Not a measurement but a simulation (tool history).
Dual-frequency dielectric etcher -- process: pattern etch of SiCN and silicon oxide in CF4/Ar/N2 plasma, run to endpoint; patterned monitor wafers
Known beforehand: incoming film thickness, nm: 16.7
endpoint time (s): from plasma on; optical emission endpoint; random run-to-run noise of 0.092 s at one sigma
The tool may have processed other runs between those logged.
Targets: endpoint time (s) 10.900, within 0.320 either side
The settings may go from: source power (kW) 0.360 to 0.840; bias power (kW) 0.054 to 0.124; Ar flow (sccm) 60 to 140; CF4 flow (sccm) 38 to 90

Run 1, hour 0.0: source power (kW) 0.600, bias power (kW) 0.089, Ar flow (sccm) 100, CF4 flow (sccm) 64. Result: endpoint time (s) 14.018.
Run 2, hour 2.7: source power (kW) 0.640, bias power (kW) 0.090, Ar flow (sccm) 100, CF4 flow (sccm) 64. Result: endpoint time (s) 13.474.
Run 3, hour 11.3: source power (kW) 0.680, bias power (kW) 0.091, Ar flow (sccm) 99, CF4 flow (sccm) 64. Result: endpoint time (s) 12.698.
Run 4, hour 18.2: source power (kW) 0.680, bias power (kW) 0.091, Ar flow (sccm) 84, CF4 flow (sccm) 64. Result: endpoint time (s) 12.564.
Run 5, hour 23.7: source power (kW) 0.710, bias power (kW) 0.092, Ar flow (sccm) 84, CF4 flow (sccm) 64. Result: endpoint time (s) 11.929.
Run 6, hour 26.8: source power (kW) 0.710, bias power (kW) 0.083, Ar flow (sccm) 84, CF4 flow (sccm) 64. Result: endpoint time (s) 12.212.
Run 7, hour 28.8: source power (kW) 0.730, bias power (kW) 0.084, Ar flow (sccm) 84, CF4 flow (sccm) 64. Result: endpoint time (s) 11.742.
Run 8, hour 32.5: source power (kW) 0.740, bias power (kW) 0.084, Ar flow (sccm) 84, CF4 flow (sccm) 64. Result: endpoint time (s) 11.746.
Run 9, hour 37.9: source power (kW) 0.750, bias power (kW) 0.084, Ar flow (sccm) 84, CF4 flow (sccm) 64. Result: endpoint time (s) 11.706.
At hour 43.2: CF4 flow controller replaced.
Run 10, hour 43.2: source power (kW) 0.760, bias power (kW) 0.084, Ar flow (sccm) 84, CF4 flow (sccm) 64. Result: endpoint time (s) 11.457.
Run 11, hour 48.8: source power (kW) 0.770, bias power (kW) 0.084, Ar flow (sccm) 84, CF4 flow (sccm) 64. Result: endpoint time (s) 11.284.

4 next moves are on the table. One of them brings every result within its allowed miss. Which?
Run A, hour 54.4: source power (kW) 0.730, bias power (kW) 0.088, Ar flow (sccm) 82, CF4 flow (sccm) 61. Result: endpoint time (s) ?.
Run B, hour 54.4: source power (kW) 0.740, bias power (kW) 0.083, Ar flow (sccm) 80, CF4 flow (sccm) 69. Result: endpoint time (s) ?.
Run C, hour 54.4: source power (kW) 0.810, bias power (kW) 0.085, Ar flow (sccm) 93, CF4 flow (sccm) 61. Result: endpoint time (s) ?.
Run D, hour 54.4: source power (kW) 0.710, bias power (kW) 0.096, Ar flow (sccm) 96, CF4 flow (sccm) 68. Result: endpoint time (s) ?.

move  endpoint time (s)
   A             11.730
   B             11.661
   C             10.896
   D             11.663
A: further off than the last run
B: further off than the last run
C: hits every target within its allowed miss
D: further off than the last run
C is the move that brings every result within its allowed miss.

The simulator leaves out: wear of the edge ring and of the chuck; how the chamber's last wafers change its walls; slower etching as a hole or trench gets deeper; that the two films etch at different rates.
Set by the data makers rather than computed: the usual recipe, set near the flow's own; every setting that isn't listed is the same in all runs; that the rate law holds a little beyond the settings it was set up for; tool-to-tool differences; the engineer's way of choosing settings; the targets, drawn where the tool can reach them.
